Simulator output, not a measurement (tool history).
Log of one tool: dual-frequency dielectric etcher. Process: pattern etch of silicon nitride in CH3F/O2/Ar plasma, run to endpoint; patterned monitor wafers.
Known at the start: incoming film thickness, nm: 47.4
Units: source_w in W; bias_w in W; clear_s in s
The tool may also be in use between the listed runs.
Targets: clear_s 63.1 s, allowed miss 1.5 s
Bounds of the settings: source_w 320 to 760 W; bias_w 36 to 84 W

Run 1, hour 0: source_w 540 W, bias_w 60 W. Result: clear_s 71.643 s.
Run 2, hour 1: source_w 540 W, bias_w 53 W. Result: clear_s 76.057 s.
Run 3, hour 9.1: source_w 560 W, bias_w 54 W. Result: clear_s 74.479 s.
Run 4, hour 13.3: source_w 620 W, bias_w 54 W. Result: clear_s 72.308 s.
Run 5, hour 17.7: source_w 620 W, bias_w 49 W. Result: clear_s 74.818 s.
Run 6, hour 24.1: source_w 690 W, bias_w 49 W. Result: clear_s 72.141 s.
Run 7, hour 31.9: source_w 700 W, bias_w 50 W. Result: clear_s 70.906 s.
Run 8, hour 39.5: source_w 710 W, bias_w 51 W. Result: clear_s 70.977 s.
Run 9, hour 40.9: source_w 720 W, bias_w 53 W. Result: clear_s 68.333 s.
Run 10, hour 48.6: source_w 720 W, bias_w 54 W. Result: clear_s 68.009 s.

4 next moves are on the table. One of them brings every result within its allowed miss. Which?
Run A, hour 56.3: source_w 590 W, bias_w 55 W. Result: clear_s ?.
Run B, hour 56.3: source_w 760 W, bias_w 45 W. Result: clear_s ?.
Run C, hour 56.3: source_w 760 W, bias_w 61 W. Result: clear_s ?.
Run D, hour 56.3: source_w 630 W, bias_w 48 W. Result: clear_s ?.

move  clear_s
   A   72.462
   B   72.836
   C    63.58
   D   75.444
A: further off than the last run
B: further off than the last run
C: meets every target
D: further off than the last run
Answer: C
